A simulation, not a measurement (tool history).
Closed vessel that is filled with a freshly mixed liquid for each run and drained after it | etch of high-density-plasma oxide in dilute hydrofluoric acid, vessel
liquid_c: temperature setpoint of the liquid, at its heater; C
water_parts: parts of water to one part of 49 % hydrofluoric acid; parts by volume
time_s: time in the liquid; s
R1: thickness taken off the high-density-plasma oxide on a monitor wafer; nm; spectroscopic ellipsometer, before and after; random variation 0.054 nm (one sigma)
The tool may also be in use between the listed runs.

run 1 hour=0 | liquid_c=20 water_parts=100 time_s=235 | R1=15.822
run 2 hour=7.9 | liquid_c=20.5 water_parts=100 time_s=235 | R1=16.294
run 3 hour=14.4 | liquid_c=21 water_parts=100 time_s=235 | R1=16.566
run 4 hour=20.4 | liquid_c=21.5 water_parts=100 time_s=235 | R1=16.941
run 5 hour=29.1 | liquid_c=19.5 water_parts=100 time_s=235 | R1=15.552
run 6 hour=37.9 | liquid_c=20 water_parts=100 time_s=235 | R1=15.908

Forecast run 7:
run 7 hour=41.5 | liquid_c=20.5 water_parts=100 time_s=235 | R1=?

{"run 7": {"R1": 16.33}}

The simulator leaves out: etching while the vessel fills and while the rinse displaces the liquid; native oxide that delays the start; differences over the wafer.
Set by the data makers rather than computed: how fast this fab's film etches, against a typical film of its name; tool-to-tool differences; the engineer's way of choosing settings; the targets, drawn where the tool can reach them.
